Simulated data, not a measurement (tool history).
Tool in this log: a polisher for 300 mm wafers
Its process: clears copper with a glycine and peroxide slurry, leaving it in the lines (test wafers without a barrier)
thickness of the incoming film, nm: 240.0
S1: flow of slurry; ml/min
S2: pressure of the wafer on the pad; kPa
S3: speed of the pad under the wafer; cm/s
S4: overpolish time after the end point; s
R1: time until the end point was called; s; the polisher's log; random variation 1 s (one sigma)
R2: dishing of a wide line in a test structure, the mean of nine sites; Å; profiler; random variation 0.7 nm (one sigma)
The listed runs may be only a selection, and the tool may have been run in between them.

| run | day | S1 | S2 | S3 | S4 | R1 | R2 |
|---|---|---|---|---|---|---|---|
| 1 | 0.000 | 205 | 11.7 | 80 | 21 | 75.324 | 397.86 |
| 2 | 0.058 | 205 | 11.7 | 80 | 25 | 76.685 | 451.37 |
| 3 | 0.188 | 155 | 11.7 | 80 | 25 | 76.055 | 433.68 |
| 4 | 0.417 | 160 | 13.1 | 82 | 24 | 69.801 | 462.21 |
| 5 | 0.625 | 160 | 11.0 | 82 | 24 | 81.080 | 428.78 |
| 6 | 0.917 | 125 | 11.0 | 82 | 24 | 82.280 | 403.76 |
| 7 | 1.262 | 135 | 13.1 | 84 | 24 | 70.777 | 467.55 |
| 8 | 1.475 | 140 | 14.5 | 84 | 23 | 65.968 | 479.70 |
| 9 | 1.829 | 140 | 14.5 | 84 | 23 | 67.385 | 472.15 |

Expected results for the next run?
| 10 | 1.946 | 150 | 15.9 | 84 | 22 | ? | ? |

Logged for run 10: R1 61.648 s, R2 490.82 Å.

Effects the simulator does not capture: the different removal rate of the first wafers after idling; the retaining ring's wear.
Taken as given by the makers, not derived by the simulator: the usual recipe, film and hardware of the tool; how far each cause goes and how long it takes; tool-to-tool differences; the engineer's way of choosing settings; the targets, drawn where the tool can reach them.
